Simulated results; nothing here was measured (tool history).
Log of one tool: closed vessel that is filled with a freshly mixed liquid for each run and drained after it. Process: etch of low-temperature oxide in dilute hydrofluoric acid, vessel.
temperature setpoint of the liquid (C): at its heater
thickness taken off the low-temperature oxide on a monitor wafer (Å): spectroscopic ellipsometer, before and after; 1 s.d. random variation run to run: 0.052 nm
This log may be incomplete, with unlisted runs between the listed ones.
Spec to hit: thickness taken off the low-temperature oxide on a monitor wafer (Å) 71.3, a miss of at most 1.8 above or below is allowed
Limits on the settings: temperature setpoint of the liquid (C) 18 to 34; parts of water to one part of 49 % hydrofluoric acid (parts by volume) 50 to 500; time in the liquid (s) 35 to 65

run,hour,temperature setpoint of the liquid (C),parts of water to one part of 49 % hydrofluoric acid (parts by volume),time in the liquid (s),thickness taken off the low-temperature oxide on a monitor wafer (Å)
1,0,26,275,65,29.734
2,4.5,26,315,65,24.874
3,11.3,28,270,65,32.752
4,15.8,28,175,65,56.586
5,20.5,28,270,65,32.632
6,24.6,28,220,65,42.444
7,27.2,29.5,200,65,50.788
8,32.7,30.5,190,65,55.417
9,40.6,30.5,190,65,54.99
10,43.9,31.5,180,65,61.284
11,49.4,31.5,180,65,61.431
12,52.1,32,175,65,64.064
13,54.2,32.5,175,65,65.486
14,55.4,33,175,65,66.246

Which of these 5 next moves meets every target?
A,56.6,33.5,175,65,?
B,56.6,34,180,65,?
C,56.6,32.5,165,65,?
D,56.6,34,185,65,?
E,56.6,33.5,180,65,?

move,thickness taken off the low-temperature oxide on a monitor wafer (Å)
A,67.99
B,66.768
C,70.637
D,64.521
E,65.653
A: nearer the targets than the last run, but a result is still out of spec
B: nearer the targets than the last run, but a result is still out of spec
C: in spec on every target
D: misses by more than the last run did
E: misses by more than the last run did
Correct choice: C, which meets every target
